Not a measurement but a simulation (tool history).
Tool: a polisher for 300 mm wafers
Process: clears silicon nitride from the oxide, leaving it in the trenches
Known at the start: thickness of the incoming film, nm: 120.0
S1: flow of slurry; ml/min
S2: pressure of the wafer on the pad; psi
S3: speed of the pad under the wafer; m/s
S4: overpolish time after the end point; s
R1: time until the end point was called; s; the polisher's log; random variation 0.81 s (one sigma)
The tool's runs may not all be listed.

{"run": 1, "hour": 0.0, "S1": 135, "S2": 3, "S3": 1.14, "S4": 12, "R1": 113.53}
{"run": 2, "hour": 4.8, "S1": 135, "S2": 3, "S3": 0.86, "S4": 12, "R1": 136.7}
{"run": 3, "hour": 13.2, "S1": 135, "S2": 3.2, "S3": 0.86, "S4": 12, "R1": 127.58}
{"run": 4, "hour": 15.9, "S1": 135, "S2": 3.2, "S3": 0.62, "S4": 12, "R1": 159.73}
{"run": 5, "hour": 21.4, "S1": 135, "S2": 3.4, "S3": 0.66, "S4": 12, "R1": 146.55}
{"run": 6, "hour": 23.2, "S1": 135, "S2": 4, "S3": 0.66, "S4": 12, "R1": 124.66}

The next listed run, before its measurement:
{"run": 7, "hour": 26.7, "S1": 135, "S2": 4.1, "S3": 0.7, "S4": 12, "R1": "?"}

{"run 7": {"R1": 118.3}}
